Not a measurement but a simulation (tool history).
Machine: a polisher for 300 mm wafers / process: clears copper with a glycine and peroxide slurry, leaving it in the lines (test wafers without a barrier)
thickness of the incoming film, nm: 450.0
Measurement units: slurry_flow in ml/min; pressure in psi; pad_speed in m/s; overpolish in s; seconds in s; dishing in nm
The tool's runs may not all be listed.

Run 1, day 0.000: slurry_flow 130 ml/min, pressure 2.5 psi, pad_speed 1.08 m/s, overpolish 28 s. Result: seconds 89.325 s, dishing 56.668 nm.
Run 2, day 0.104: slurry_flow 130 ml/min, pressure 2.5 psi, pad_speed 1.08 m/s, overpolish 38 s. Result: seconds 89.312 s, dishing 68.567 nm.
Run 3, day 0.142: slurry_flow 115 ml/min, pressure 2.5 psi, pad_speed 1.08 m/s, overpolish 38 s. Result: seconds 91.648 s, dishing 65.189 nm.
Run 4, day 0.371: slurry_flow 105 ml/min, pressure 2.2 psi, pad_speed 1.14 m/s, overpolish 31 s. Result: seconds 100.710 s, dishing 56.791 nm.
Run 5, day 0.600: slurry_flow 115 ml/min, pressure 2.3 psi, pad_speed 0.98 m/s, overpolish 26 s. Result: seconds 107.550 s, dishing 48.581 nm.
Run 6, day 0.758: slurry_flow 115 ml/min, pressure 2.3 psi, pad_speed 1.20 m/s, overpolish 26 s. Result: seconds 92.452 s, dishing 54.804 nm.
Run 7, day 0.888: slurry_flow 115 ml/min, pressure 2.4 psi, pad_speed 1.04 m/s, overpolish 22 s. Result: seconds 99.605 s, dishing 46.230 nm.
Run 8, day 1.262: slurry_flow 105 ml/min, pressure 2.6 psi, pad_speed 0.92 m/s, overpolish 19 s. Result: seconds 104.710 s, dishing 40.517 nm.
Run 9, day 1.354: slurry_flow 100 ml/min, pressure 2.8 psi, pad_speed 0.82 m/s, overpolish 16 s. Result: seconds 111.320 s, dishing 35.303 nm.
Run 10, day 1.400: slurry_flow 100 ml/min, pressure 2.8 psi, pad_speed 0.82 m/s, overpolish 16 s. Result: seconds 109.820 s, dishing 34.228 nm.
Run 11, day 1.771: slurry_flow 95 ml/min, pressure 3.0 psi, pad_speed 0.74 m/s, overpolish 14 s. Result: seconds 110.580 s, dishing 31.829 nm.
Run 12, day 1.821: slurry_flow 90 ml/min, pressure 3.1 psi, pad_speed 0.68 m/s, overpolish 13 s. Result: seconds 120.860 s, dishing 27.364 nm.
Run 13, day 2.012: slurry_flow 90 ml/min, pressure 3.2 psi, pad_speed 0.66 m/s, overpolish 12 s. Result: seconds 122.080 s, dishing 25.524 nm.
Run 14, day 2.217: slurry_flow 100 ml/min, pressure 3.6 psi, pad_speed 0.52 m/s, overpolish 8 s. Result: seconds 126.720 s, dishing 16.271 nm.
Run 15, day 2.333: slurry_flow 95 ml/min, pressure 3.6 psi, pad_speed 0.54 m/s, overpolish 9 s. Result: seconds 124.550 s, dishing 19.568 nm.
Run 16, day 2.688: slurry_flow 80 ml/min, pressure 3.7 psi, pad_speed 0.54 m/s, overpolish 11 s. Result: seconds 127.750 s, dishing 22.778 nm.
Run 17, day 2.746: slurry_flow 80 ml/min, pressure 3.7 psi, pad_speed 0.54 m/s, overpolish 11 s. Result: seconds 131.680 s, dishing 22.312 nm.
Run 18, day 2.921: slurry_flow 85 ml/min, pressure 3.8 psi, pad_speed 0.56 m/s, overpolish 12 s. Result: seconds 124.570 s, dishing 25.934 nm.
Run 19, day 3.154: slurry_flow 80 ml/min, pressure 3.4 psi, pad_speed 0.78 m/s, overpolish 8 s. Result: seconds 104.140 s, dishing 20.298 nm.
Run 20, day 3.250: slurry_flow 85 ml/min, pressure 3.3 psi, pad_speed 0.76 m/s, overpolish 8 s. Result: seconds 104.090 s, dishing 19.194 nm.
Run 21, day 3.500: slurry_flow 85 ml/min, pressure 3.2 psi, pad_speed 0.74 m/s, overpolish 8 s. Result: seconds 109.280 s, dishing 19.171 nm.
Run 22, day 3.867: slurry_flow 85 ml/min, pressure 3.1 psi, pad_speed 0.74 m/s, overpolish 8 s. Result: seconds 115.090 s, dishing 19.838 nm.

Run 23 comes next. What will it give?
Run 23, day 4.042: slurry_flow 85 ml/min, pressure 3.0 psi, pad_speed 0.74 m/s, overpolish 9 s. Result: seconds ?, dishing ?.

{"run 23": {"seconds": 117.61, "dishing": 20.004}}
